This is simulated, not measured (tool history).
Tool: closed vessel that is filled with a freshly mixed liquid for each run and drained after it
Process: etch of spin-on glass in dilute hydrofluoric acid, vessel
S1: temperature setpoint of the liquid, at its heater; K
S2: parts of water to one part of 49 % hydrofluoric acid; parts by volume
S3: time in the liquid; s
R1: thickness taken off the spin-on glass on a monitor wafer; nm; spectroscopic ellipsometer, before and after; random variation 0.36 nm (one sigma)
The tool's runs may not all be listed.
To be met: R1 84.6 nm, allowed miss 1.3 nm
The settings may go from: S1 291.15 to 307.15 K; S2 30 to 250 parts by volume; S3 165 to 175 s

Run 1, hour 0: S1 299.15 K, S2 140 parts by volume, S3 165 s. Result: R1 59.435 nm.
Run 2, hour 5.3: S1 300.65 K, S2 140 parts by volume, S3 165 s. Result: R1 62.857 nm.
Run 3, hour 10.6: S1 302.15 K, S2 140 parts by volume, S3 165 s. Result: R1 66.759 nm.
Run 4, hour 11.5: S1 302.15 K, S2 140 parts by volume, S3 165 s. Result: R1 67.271 nm.
Run 5, hour 16.9: S1 302.15 K, S2 175 parts by volume, S3 165 s. Result: R1 51.083 nm.
Run 6, hour 18.9: S1 302.15 K, S2 175 parts by volume, S3 175 s. Result: R1 53.854 nm.
Run 7, hour 19.7: S1 303.15 K, S2 170 parts by volume, S3 175 s. Result: R1 58.358 nm.
Run 8, hour 22: S1 303.65 K, S2 165 parts by volume, S3 175 s. Result: R1 61.399 nm.
Run 9, hour 27.6: S1 304.15 K, S2 160 parts by volume, S3 175 s. Result: R1 65.563 nm.
Run 10, hour 36.4: S1 304.65 K, S2 155 parts by volume, S3 175 s. Result: R1 68.134 nm.
Run 11, hour 41.5: S1 305.15 K, S2 150 parts by volume, S3 175 s. Result: R1 72.83 nm.
Run 12, hour 48.6: S1 305.65 K, S2 150 parts by volume, S3 175 s. Result: R1 74.332 nm.
Run 13, hour 49.9: S1 306.15 K, S2 150 parts by volume, S3 175 s. Result: R1 75.017 nm.

5 next moves are on the table. One of them brings every result within its allowed miss. Which?
Run A, hour 51.2: S1 306.15 K, S2 130 parts by volume, S3 165 s. Result: R1 ?.
Run B, hour 51.2: S1 306.65 K, S2 145 parts by volume, S3 175 s. Result: R1 ?.
Run C, hour 51.2: S1 303.15 K, S2 140 parts by volume, S3 165 s. Result: R1 ?.
Run D, hour 51.2: S1 306.65 K, S2 135 parts by volume, S3 165 s. Result: R1 ?.
Run E, hour 51.2: S1 304.15 K, S2 150 parts by volume, S3 175 s. Result: R1 ?.

move      R1
   A  84.478
   B  80.013
   C  69.477
   D  82.201
   E  70.344
A: meets every target
B: nearer than the last run, and not there yet
C: further off than the last run
D: nearer than the last run, and not there yet
E: further off than the last run
The right move is A.

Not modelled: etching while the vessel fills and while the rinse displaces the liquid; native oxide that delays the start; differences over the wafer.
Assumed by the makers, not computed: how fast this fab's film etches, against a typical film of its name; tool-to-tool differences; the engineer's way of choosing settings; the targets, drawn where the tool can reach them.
